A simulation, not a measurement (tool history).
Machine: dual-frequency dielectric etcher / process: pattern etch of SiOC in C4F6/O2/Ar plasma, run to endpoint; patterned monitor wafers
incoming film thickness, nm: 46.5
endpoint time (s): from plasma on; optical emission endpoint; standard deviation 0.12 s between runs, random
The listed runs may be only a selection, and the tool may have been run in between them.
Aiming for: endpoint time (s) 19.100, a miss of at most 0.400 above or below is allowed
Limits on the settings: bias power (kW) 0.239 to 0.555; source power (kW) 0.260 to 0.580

| run | hour | bias power (kW) | source power (kW) | endpoint time (s) |
|---|---|---|---|---|
| 1 | 0.0 | 0.397 | 0.420 | 16.163 |
| 2 | 4.3 | 0.397 | 0.460 | 15.422 |
| 3 | 4.8 | 0.352 | 0.460 | 16.197 |
| 4 | 7.1 | 0.352 | 0.520 | 15.266 |
| 5 | 15.9 | 0.393 | 0.520 | 14.528 |
| 6 | 18.6 | 0.361 | 0.500 | 15.454 |
| 7 | 27.4 | 0.361 | 0.500 | 15.324 |
| 8 | 33.2 | 0.282 | 0.420 | 18.727 |
| 9 | 42.2 | 0.279 | 0.420 | 18.546 |
| 10 | 47.3 | 0.279 | 0.420 | 18.725 |
| 11 | 50.6 | 0.276 | 0.420 | 18.676 |

Of the 4 settings listed for the next run, only one would bring every result within its allowed miss of target. Which one?
| A | 53.9 | 0.285 | 0.430 | ? |
| B | 53.9 | 0.272 | 0.440 | ? |
| C | 53.9 | 0.300 | 0.430 | ? |
| D | 53.9 | 0.317 | 0.360 | ? |

| move | endpoint time (s) |
|---|---|
| A | 18.339 |
| B | 18.435 |
| C | 17.985 |
| D | 19.448 |
A: the biggest miss grows against the last run
B: the biggest miss grows against the last run
C: the biggest miss grows against the last run
D: every result within its allowed miss
The right move is D.
